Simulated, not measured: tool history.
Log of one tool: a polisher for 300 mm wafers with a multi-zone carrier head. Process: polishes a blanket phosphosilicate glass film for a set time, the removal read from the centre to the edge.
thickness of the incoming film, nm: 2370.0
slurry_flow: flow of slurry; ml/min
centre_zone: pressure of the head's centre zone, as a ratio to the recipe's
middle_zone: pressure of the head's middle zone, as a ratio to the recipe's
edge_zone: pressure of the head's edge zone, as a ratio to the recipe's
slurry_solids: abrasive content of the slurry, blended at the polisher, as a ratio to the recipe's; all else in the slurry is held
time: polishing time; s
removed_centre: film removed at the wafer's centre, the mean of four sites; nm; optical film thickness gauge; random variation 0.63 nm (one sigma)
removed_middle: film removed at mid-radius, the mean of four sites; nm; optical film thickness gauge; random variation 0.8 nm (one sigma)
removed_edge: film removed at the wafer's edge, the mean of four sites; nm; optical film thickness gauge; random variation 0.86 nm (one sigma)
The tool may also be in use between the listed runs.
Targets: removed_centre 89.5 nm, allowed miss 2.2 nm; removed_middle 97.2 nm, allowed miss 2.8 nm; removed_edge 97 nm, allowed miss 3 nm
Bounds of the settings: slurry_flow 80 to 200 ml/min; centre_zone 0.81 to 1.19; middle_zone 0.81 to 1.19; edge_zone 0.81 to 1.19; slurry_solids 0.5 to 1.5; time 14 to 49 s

| run | day | slurry_flow | centre_zone | middle_zone | edge_zone | slurry_solids | time | removed_centre | removed_middle | removed_edge |
|---|---|---|---|---|---|---|---|---|---|---|
| 1 | 0 | 130 | 1 | 1 | 1 | 1 | 31 | 146.43 | 148.01 | 148.39 |
| 2 | 0.092 | 130 | 1 | 1 | 1 | 1 | 37 | 174.64 | 179.06 | 179.13 |
| 3 | 0.133 | 130 | 1 | 1.06 | 1 | 1 | 37 | 174.27 | 185.43 | 176.48 |
| 4 | 0.412 | 145 | 1 | 1.06 | 1 | 1 | 37 | 176.35 | 190.54 | 179.42 |
| 5 | 0.5 | 130 | 0.96 | 1.02 | 0.96 | 0.85 | 34 | 138.62 | 154.68 | 148.82 |
| 6 | 0.817 | 140 | 0.96 | 1.02 | 0.96 | 0.85 | 34 | 144.28 | 155.75 | 149.46 |
| 7 | 0.838 | 135 | 0.94 | 0.99 | 0.93 | 0.75 | 32 | 121.37 | 133.25 | 130.07 |
| 8 | 1.175 | 135 | 0.93 | 0.97 | 0.9 | 0.65 | 31 | 107.69 | 116.54 | 112.98 |
| 9 | 1.246 | 125 | 0.92 | 0.95 | 0.87 | 0.65 | 31 | 102.95 | 113.31 | 109.18 |
| 10 | 1.567 | 115 | 0.91 | 0.92 | 0.85 | 0.65 | 31 | 101.5 | 108.55 | 107.96 |
| 11 | 1.746 | 110 | 0.9 | 0.91 | 0.84 | 0.6 | 31 | 93.673 | 101.99 | 98.784 |
| 12 | 2.058 | 95 | 0.89 | 0.89 | 0.88 | 0.6 | 31 | 88.634 | 97.019 | 99.84 |

4 next moves are on the table. One of them brings every result within its allowed miss. Which?
| A | 2.371 | 100 | 0.85 | 0.88 | 0.91 | 0.6 | 31 | ? | ? | ? |
| B | 2.371 | 80 | 0.9 | 0.92 | 0.98 | 0.75 | 28 | ? | ? | ? |
| C | 2.371 | 95 | 0.89 | 0.88 | 0.81 | 0.65 | 30 | ? | ? | ? |
| D | 2.371 | 95 | 0.86 | 0.88 | 0.83 | 0.6 | 33 | ? | ? | ? |

| move | removed_centre | removed_middle | removed_edge |
|---|---|---|---|
| A | 86.069 | 97.865 | 102.2 |
| B | 86.07 | 96.269 | 103.63 |
| C | 89.942 | 97.859 | 97.503 |
| D | 91.057 | 102.57 | 103.28 |
A: further off than the last run
B: further off than the last run
C: meets every target
D: further off than the last run
The right move is C.
